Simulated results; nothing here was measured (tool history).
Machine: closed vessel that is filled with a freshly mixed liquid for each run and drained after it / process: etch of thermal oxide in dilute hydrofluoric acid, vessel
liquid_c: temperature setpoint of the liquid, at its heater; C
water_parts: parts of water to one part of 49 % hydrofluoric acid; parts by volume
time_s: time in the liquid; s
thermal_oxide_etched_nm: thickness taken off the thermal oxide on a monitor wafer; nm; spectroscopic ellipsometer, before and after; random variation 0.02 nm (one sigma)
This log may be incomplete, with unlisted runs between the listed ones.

| run | hour | liquid_c | water_parts | time_s | thermal_oxide_etched_nm |
|---|---|---|---|---|---|
| 1 | 0.0 | 22.0 | 175 | 165 | 3.2825 |
| 2 | 2.4 | 22.0 | 220 | 165 | 2.5354 |
| 3 | 3.7 | 21.5 | 220 | 165 | 2.4783 |
| 4 | 5.1 | 21.5 | 165 | 165 | 3.4868 |
| 5 | 9.0 | 21.5 | 145 | 165 | 4.0987 |
| 6 | 12.2 | 19.5 | 145 | 165 | 3.7434 |
| 7 | 16.9 | 19.5 | 155 | 165 | 3.5148 |
| 8 | 21.1 | 19.5 | 160 | 165 | 3.4214 |

Estimate the outcome of run 9 from the log above:
| 9 | 27.1 | 19.5 | 165 | 165 | ? |

thermal_oxide_etched_nm: 3.2622 nm
